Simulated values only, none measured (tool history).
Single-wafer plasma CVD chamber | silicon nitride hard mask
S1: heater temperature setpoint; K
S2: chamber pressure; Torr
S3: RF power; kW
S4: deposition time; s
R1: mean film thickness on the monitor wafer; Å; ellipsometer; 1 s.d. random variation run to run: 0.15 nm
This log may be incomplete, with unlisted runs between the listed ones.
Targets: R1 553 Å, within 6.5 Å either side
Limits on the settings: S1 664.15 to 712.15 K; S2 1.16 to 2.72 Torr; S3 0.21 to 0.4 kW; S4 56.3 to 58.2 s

run	hour	S1	S2	S3	S4	R1
1	0	688.15	1.94	0.305	56.3	639.28
2	8.4	688.15	1.72	0.305	56.3	621.29
3	17.3	688.15	1.72	0.305	58.2	639.43
4	23.7	678.15	1.72	0.305	58.2	644.33
5	28.2	678.15	1.62	0.3	58.2	623.69
6	33.1	678.15	1.54	0.295	58.2	602.5
7	41	678.15	1.54	0.295	58.2	605.18
8	49.5	678.15	1.47	0.295	58.2	597.01
9	54.6	678.15	1.16	0.28	58.1	531.87

Which of these 5 next moves meets every target?
A	59.7	675.15	1.16	0.29	58.2	?
B	59.7	679.15	1.24	0.285	56.8	?
C	59.7	678.15	1.2	0.26	58	?
D	59.7	678.15	1.22	0.27	58.2	?
E	59.7	684.15	1.21	0.285	57.5	?

move	R1
A	554.44
B	540.8
C	497.49
D	521.97
E	542.59
A: meets every target
B: nearer than the last run, and not there yet
C: moves away from the targets compared with the last run
D: moves away from the targets compared with the last run
E: nearer than the last run, and not there yet
The right move is A.
